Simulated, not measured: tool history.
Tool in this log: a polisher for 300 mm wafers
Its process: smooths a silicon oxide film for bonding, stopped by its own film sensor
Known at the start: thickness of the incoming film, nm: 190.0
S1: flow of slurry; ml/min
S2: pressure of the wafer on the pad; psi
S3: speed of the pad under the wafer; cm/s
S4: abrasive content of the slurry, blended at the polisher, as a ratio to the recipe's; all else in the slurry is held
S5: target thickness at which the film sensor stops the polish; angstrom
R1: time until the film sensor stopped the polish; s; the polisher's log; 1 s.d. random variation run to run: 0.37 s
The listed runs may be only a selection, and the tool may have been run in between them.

Run 1, day 0: S1 180 ml/min, S2 1.6 psi, S3 98 cm/s, S4 1, S5 1760 angstrom. Result: R1 20.507 s.
Run 2, day 0.325: S1 180 ml/min, S2 1.4 psi, S3 98 cm/s, S4 1, S5 1760 angstrom. Result: R1 23.456 s.
Run 3, day 0.358: S1 180 ml/min, S2 1.4 psi, S3 98 cm/s, S4 1, S5 1760 angstrom. Result: R1 23.547 s.
Run 4, day 0.429: S1 180 ml/min, S2 1.3 psi, S3 98 cm/s, S4 1, S5 1760 angstrom. Result: R1 25.053 s.
Run 5, day 0.729: S1 180 ml/min, S2 1.3 psi, S3 112 cm/s, S4 1, S5 1760 angstrom. Result: R1 22.966 s.
Run 6, day 1.008: S1 180 ml/min, S2 1.2 psi, S3 112 cm/s, S4 1, S5 1760 angstrom. Result: R1 24.284 s.

Predict the results of run 7:
Run 7, day 1.117: S1 180 ml/min, S2 1.1 psi, S3 112 cm/s, S4 1, S5 1760 angstrom. Result: R1 ?.

Logged for run 7: R1 27.062 s.

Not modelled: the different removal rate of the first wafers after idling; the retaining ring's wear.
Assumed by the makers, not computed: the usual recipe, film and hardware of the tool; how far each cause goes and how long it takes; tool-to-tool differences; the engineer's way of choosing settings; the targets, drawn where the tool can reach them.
